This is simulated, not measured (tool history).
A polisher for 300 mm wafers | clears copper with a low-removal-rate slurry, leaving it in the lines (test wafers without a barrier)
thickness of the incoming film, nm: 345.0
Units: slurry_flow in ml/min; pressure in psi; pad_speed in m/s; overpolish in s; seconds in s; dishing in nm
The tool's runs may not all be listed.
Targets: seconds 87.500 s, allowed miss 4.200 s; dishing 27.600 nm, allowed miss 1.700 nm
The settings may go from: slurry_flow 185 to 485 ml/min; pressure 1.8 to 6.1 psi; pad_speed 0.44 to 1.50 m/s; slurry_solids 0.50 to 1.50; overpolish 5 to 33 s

run,hour,slurry_flow,pressure,pad_speed,slurry_solids,overpolish,seconds,dishing
1,0.0,310,3.9,0.96,1.00,17,98.033,44.384
2,0.7,310,4.0,0.96,1.00,13,94.887,34.900
3,3.3,310,4.0,1.20,1.00,13,80.449,41.618
4,9.7,310,4.0,1.20,1.20,13,75.308,43.955
5,11.2,310,3.8,1.20,1.20,11,79.768,36.847
6,18.7,245,3.8,1.20,1.20,11,83.706,35.374
7,26.7,250,3.7,1.20,1.20,10,82.710,30.735
8,27.8,250,3.7,1.20,1.20,10,85.929,31.090

5 next moves are on the table. One of them brings every result within its allowed miss. Which?
A,28.9,320,4.4,0.90,1.35,12,?,?
B,28.9,220,4.0,1.14,1.05,12,?,?
C,28.9,265,3.9,1.08,1.20,11,?,?
D,28.9,185,4.4,1.00,1.35,9,?,?
E,28.9,280,3.8,1.12,1.10,12,?,?

move,seconds,dishing
A,86.636,36.553
B,85.880,36.731
C,87.326,33.392
D,86.327,28.131
E,87.595,36.014
A: further off than the last run
B: further off than the last run
C: further off than the last run
D: meets every target
E: further off than the last run
Move D is the one to make.
